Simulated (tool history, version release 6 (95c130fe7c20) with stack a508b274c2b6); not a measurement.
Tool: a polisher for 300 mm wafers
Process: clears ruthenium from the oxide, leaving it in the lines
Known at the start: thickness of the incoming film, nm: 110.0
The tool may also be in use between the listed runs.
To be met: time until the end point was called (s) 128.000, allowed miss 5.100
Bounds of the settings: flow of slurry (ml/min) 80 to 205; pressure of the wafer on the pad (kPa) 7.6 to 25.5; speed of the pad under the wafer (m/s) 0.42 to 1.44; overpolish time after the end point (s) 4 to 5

run,day,flow of slurry (ml/min),pressure of the wafer on the pad (kPa),speed of the pad under the wafer (m/s),overpolish time after the end point (s),time until the end point was called (s)
1,0.000,135,16.5,0.92,5,95.424
2,0.042,135,16.5,0.92,5,93.466
3,0.204,135,16.5,0.92,5,94.421
4,0.467,135,16.5,0.92,4,95.767
5,0.700,135,15.9,0.92,4,101.540
6,1.067,135,18.6,0.92,4,85.285
7,1.267,125,14.5,0.90,4,114.370
8,1.533,120,14.5,0.90,4,113.460
# day 1.696: slurry nozzle cleaned
9,1.696,120,13.1,0.90,4,118.630

5 next moves are on the table. One of them brings every result within its allowed miss. Which?
A,1.858,165,13.8,0.88,4,?
B,1.858,130,14.5,0.86,4,?
C,1.858,145,13.1,0.90,4,?
D,1.858,120,13.8,1.00,5,?
E,1.858,110,10.3,1.08,5,?

move,time until the end point was called (s)
A,107.550
B,109.510
C,113.520
D,102.950
E,129.800
A: further off than the last run
B: further off than the last run
C: further off than the last run
D: further off than the last run
E: meets every target
The right move is E.
